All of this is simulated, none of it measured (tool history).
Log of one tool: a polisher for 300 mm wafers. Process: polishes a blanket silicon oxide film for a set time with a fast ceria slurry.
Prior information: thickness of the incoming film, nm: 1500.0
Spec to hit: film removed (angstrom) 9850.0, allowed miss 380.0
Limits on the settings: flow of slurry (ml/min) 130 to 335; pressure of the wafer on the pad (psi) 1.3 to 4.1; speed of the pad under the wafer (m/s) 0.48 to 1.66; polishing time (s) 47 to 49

run	hour	flow of slurry (ml/min)	pressure of the wafer on the pad (psi)	speed of the pad under the wafer (m/s)	polishing time (s)	film removed (angstrom)
1	0.0	215	2.7	1.06	47	7084.0
2	3.4	215	2.8	1.06	47	7284.5
3	10.2	215	2.9	1.06	47	7582.3
4	12.3	215	2.9	0.80	47	5663.2
5	19.5	215	3.0	0.82	47	6063.5
6	20.6	175	3.0	0.82	47	5988.9
7	28.6	175	3.7	0.94	47	8389.0
8	32.0	175	3.9	0.96	47	8956.9

5 next moves are on the table. One of them brings every result within its allowed miss. Which?
A	35.4	210	4.1	0.92	47	?
B	35.4	180	4.1	1.02	49	?
C	35.4	190	3.9	0.86	47	?
D	35.4	185	3.9	1.14	48	?
E	35.4	180	3.7	1.06	49	?

move	film removed (angstrom)
A	9178.5
B	10329.0
C	8072.6
D	10784.0
E	9703.2
A: nearer than the last run, and not there yet
B: takes the result that was furthest off past its target
C: moves away from the targets compared with the last run
D: takes the result that was furthest off past its target
E: every result lands within tolerance
Correct choice: E, which meets every target

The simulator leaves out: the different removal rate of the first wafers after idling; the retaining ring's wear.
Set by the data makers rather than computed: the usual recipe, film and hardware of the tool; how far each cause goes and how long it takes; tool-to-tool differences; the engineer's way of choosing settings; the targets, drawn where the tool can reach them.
